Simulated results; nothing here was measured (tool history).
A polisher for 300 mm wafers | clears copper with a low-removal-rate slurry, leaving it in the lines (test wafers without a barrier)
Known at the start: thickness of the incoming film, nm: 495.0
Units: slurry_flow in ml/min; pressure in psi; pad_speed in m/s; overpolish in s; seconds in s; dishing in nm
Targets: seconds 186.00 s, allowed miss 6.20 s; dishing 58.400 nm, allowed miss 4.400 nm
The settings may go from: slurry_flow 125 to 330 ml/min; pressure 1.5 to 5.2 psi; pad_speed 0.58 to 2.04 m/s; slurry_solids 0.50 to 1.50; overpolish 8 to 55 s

run	hour	slurry_flow	pressure	pad_speed	slurry_solids	overpolish	seconds	dishing
1	0.0	210	3.3	1.30	1.00	28	127.51	67.596
2	3.8	205	3.0	1.30	1.00	29	135.72	67.592
3	6.7	205	3.0	1.30	1.10	29	134.58	65.772
4	12.0	205	2.7	1.30	1.10	30	149.58	63.037
5	13.1	205	2.7	1.30	1.10	20	151.22	45.548
6	18.7	200	2.5	1.30	1.10	23	160.84	47.641
7	20.2	195	2.4	1.30	1.10	25	168.95	49.020
8	28.3	185	2.4	1.30	1.10	27	170.57	52.455
9	29.0	170	2.1	1.30	1.10	34	194.24	55.759

Which of these 4 next moves meets every target?
A	29.7	170	2.3	1.32	1.05	27	?	?
B	29.7	190	2.2	1.28	1.05	34	?	?
C	29.7	235	1.5	1.50	1.45	34	?	?
D	29.7	200	2.1	1.26	1.25	27	?	?

move	seconds	dishing
A	177.74	51.383
B	188.83	58.588
C	206.93	52.567
D	189.18	48.502
A: takes the result that was furthest off past its target
B: meets every target
C: further off than the last run
D: brings the result that was furthest off to its target, and leaves another outside
The right move is B.
